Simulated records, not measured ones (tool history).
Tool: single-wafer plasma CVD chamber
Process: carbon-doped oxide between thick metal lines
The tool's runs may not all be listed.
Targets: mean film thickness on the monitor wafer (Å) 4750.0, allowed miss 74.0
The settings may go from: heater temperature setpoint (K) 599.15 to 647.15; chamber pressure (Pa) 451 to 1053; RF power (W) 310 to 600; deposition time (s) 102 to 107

run,hour,heater temperature setpoint (K),chamber pressure (Pa),RF power (W),deposition time (s),mean film thickness on the monitor wafer (Å)
1,0.0,623.15,752,455,107,5441.4
2,6.9,626.15,697,445,107,5253.9
3,11.6,629.15,649,440,107,5118.7
4,13.7,629.15,649,415,107,4886.3
5,17.5,630.15,639,415,107,4837.0
6,26.4,630.15,684,415,107,4890.9
7,33.8,631.15,675,415,107,4845.7
8,41.1,632.15,671,415,107,4845.3

Which of these 5 next moves meets every target?
A,48.4,645.15,719,465,102,?
B,48.4,627.15,669,420,107,?
C,48.4,618.15,808,390,102,?
D,48.4,630.15,564,420,106,?
E,48.4,636.15,669,435,107,?

move,mean film thickness on the monitor wafer (Å)
A,5013.9
B,4977.5
C,4648.2
D,4780.8
E,5015.6
A: further off than the last run
B: further off than the last run
C: takes the result that was furthest off past its target
D: meets every target
E: further off than the last run
Move D is the one to make.
